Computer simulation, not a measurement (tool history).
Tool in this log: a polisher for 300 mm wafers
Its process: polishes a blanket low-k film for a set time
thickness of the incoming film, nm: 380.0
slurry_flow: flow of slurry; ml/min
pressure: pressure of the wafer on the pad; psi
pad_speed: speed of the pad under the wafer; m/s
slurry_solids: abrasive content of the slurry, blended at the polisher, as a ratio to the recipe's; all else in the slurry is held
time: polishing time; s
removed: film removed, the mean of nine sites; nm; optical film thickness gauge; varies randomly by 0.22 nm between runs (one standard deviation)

Run 1, hour 0: slurry_flow 255 ml/min, pressure 1.7 psi, pad_speed 0.86 m/s, slurry_solids 1, time 104 s. Result: removed 35.051 nm.
Run 2, hour 1: slurry_flow 255 ml/min, pressure 1.4 psi, pad_speed 0.78 m/s, slurry_solids 1, time 104 s. Result: removed 26.432 nm.
Run 3, hour 4.9: slurry_flow 280 ml/min, pressure 1.4 psi, pad_speed 0.78 m/s, slurry_solids 1, time 104 s. Result: removed 27.438 nm.
Run 4, hour 13.2: slurry_flow 270 ml/min, pressure 1.2 psi, pad_speed 0.74 m/s, slurry_solids 1, time 104 s. Result: removed 22.505 nm.
Run 5, hour 14.2: slurry_flow 265 ml/min, pressure 1.1 psi, pad_speed 0.72 m/s, slurry_solids 1, time 104 s. Result: removed 20.952 nm.
Run 6, hour 22.8: slurry_flow 240 ml/min, pressure 1.1 psi, pad_speed 0.72 m/s, slurry_solids 1, time 104 s. Result: removed 20.16 nm.
Run 7, hour 26: slurry_flow 230 ml/min, pressure 1 psi, pad_speed 0.72 m/s, slurry_solids 1, time 104 s. Result: removed 18.795 nm.
Run 8, hour 28.2: slurry_flow 230 ml/min, pressure 0.8 psi, pad_speed 0.68 m/s, slurry_solids 1, time 104 s. Result: removed 14.52 nm.
Run 9, hour 30.5: slurry_flow 240 ml/min, pressure 0.8 psi, pad_speed 0.68 m/s, slurry_solids 1, time 104 s. Result: removed 14.807 nm.

Forecast run 10:
Run 10, hour 31.8: slurry_flow 245 ml/min, pressure 0.8 psi, pad_speed 0.68 m/s, slurry_solids 1, time 104 s. Result: removed ?.

Run 10 produced removed 15.035 nm.

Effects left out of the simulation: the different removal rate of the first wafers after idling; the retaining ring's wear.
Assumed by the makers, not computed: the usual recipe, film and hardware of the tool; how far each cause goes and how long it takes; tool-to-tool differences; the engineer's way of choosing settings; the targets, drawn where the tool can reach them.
